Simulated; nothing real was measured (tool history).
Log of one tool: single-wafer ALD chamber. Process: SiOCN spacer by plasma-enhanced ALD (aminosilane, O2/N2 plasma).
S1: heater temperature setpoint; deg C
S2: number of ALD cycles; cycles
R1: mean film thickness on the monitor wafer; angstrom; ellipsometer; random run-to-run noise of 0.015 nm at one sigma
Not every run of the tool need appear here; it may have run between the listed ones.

run	hour	S1	S2	R1
1	0.0	415	40	24.235
2	5.3	415	43	25.945
3	12.2	415	38	23.052
4	18.9	412	40	24.485
5	21.1	409	42	25.897
6	24.6	406	43	26.976

Estimate the outcome of run 7 from the log above:
7	26.1	403	44	?

R1: 27.749 angstrom
